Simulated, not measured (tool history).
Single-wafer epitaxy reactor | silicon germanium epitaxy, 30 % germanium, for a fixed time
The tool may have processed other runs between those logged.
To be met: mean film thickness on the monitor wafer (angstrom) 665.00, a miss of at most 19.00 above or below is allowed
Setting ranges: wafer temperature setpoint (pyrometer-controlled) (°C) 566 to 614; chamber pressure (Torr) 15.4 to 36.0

run	hour	wafer temperature setpoint (pyrometer-controlled) (°C)	chamber pressure (Torr)	mean film thickness on the monitor wafer (angstrom)
1	0.0	590	25.7	535.31
2	8.7	580	25.7	453.70
3	14.5	585	26.0	494.77
4	22.1	593	26.0	564.14
5	30.2	583	26.0	479.50
6	33.3	588	26.3	521.33
7	39.7	591	26.5	549.55
8	48.5	594	26.7	582.92
9	54.8	596	26.8	601.36
10	58.1	597	26.9	609.45

5 next moves are on the table. One of them brings every result within its allowed miss. Which?
A	61.4	591	26.5	?
B	61.4	601	29.0	?
C	61.4	606	27.3	?
D	61.4	608	26.9	?
E	61.4	604	31.3	?

move	mean film thickness on the monitor wafer (angstrom)
A	547.39
B	663.14
C	704.37
D	723.65
E	713.59
A: further off than the last run
B: all results in spec
C: takes the result that was furthest off past its target
D: takes the result that was furthest off past its target
E: takes the result that was furthest off past its target
So the answer is move B, the one that meets all the targets.

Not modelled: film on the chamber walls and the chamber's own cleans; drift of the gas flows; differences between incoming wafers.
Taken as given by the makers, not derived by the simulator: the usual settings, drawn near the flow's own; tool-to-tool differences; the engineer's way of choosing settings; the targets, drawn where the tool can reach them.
